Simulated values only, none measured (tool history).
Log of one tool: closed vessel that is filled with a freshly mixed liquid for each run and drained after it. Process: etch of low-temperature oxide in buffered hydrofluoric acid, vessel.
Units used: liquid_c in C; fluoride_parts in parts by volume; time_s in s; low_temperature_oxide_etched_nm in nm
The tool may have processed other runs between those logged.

run	hour	liquid_c	fluoride_parts	time_s	low_temperature_oxide_etched_nm
1	0.0	24.0	17.5	30	69.175
2	4.1	22.5	17.5	30	64.544
3	7.0	22.5	14.5	30	76.994
4	10.9	22.5	11.0	30	101.030
5	16.8	22.5	11.0	30	100.390
6	20.7	21.0	11.0	30	93.702

What will run 7 give?
7	27.7	22.0	11.0	30	?

Run 7 gave low_temperature_oxide_etched_nm 98.406 nm.

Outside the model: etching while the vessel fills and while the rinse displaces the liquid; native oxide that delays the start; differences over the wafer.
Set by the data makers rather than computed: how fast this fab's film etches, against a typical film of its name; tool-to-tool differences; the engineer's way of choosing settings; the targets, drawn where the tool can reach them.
